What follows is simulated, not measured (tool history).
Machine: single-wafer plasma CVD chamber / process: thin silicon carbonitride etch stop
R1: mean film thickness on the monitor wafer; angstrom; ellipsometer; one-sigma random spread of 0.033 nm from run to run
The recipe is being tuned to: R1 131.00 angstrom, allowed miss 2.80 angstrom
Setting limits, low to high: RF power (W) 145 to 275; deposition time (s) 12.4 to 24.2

run 1 day=0.000 | RF_power_(W)=210 deposition_time_(s)=18.3 | R1=103.85
run 2 day=0.083 | RF_power_(W)=225 deposition_time_(s)=19.3 | R1=112.54
run 3 day=0.346 | RF_power_(W)=235 deposition_time_(s)=19.9 | R1=117.91
run 4 day=0.717 | RF_power_(W)=245 deposition_time_(s)=20.3 | R1=121.85
run 5 day=0.971 | RF_power_(W)=250 deposition_time_(s)=20.6 | R1=125.29
run 6 day=1.050 | RF_power_(W)=250 deposition_time_(s)=18.9 | R1=114.23
run 7 day=1.250 | RF_power_(W)=255 deposition_time_(s)=19.5 | R1=118.88
run 8 day=1.454 | RF_power_(W)=255 deposition_time_(s)=19.5 | R1=119.00

Next run, 4 choices. One meets every target within its allowed miss, the rest don't. Which?
run A day=1.658 | RF_power_(W)=230 deposition_time_(s)=17.6 | R1=?
run B day=1.658 | RF_power_(W)=225 deposition_time_(s)=17.6 | R1=?
run C day=1.658 | RF_power_(W)=215 deposition_time_(s)=22.8 | R1=?
run D day=1.658 | RF_power_(W)=245 deposition_time_(s)=18.6 | R1=?

move=A R1=103.40
move=B R1=102.55
move=C R1=130.57
move=D R1=111.87
A: moves away from the targets compared with the last run
B: moves away from the targets compared with the last run
C: every result within its allowed miss
D: moves away from the targets compared with the last run
Move C is the one to make.
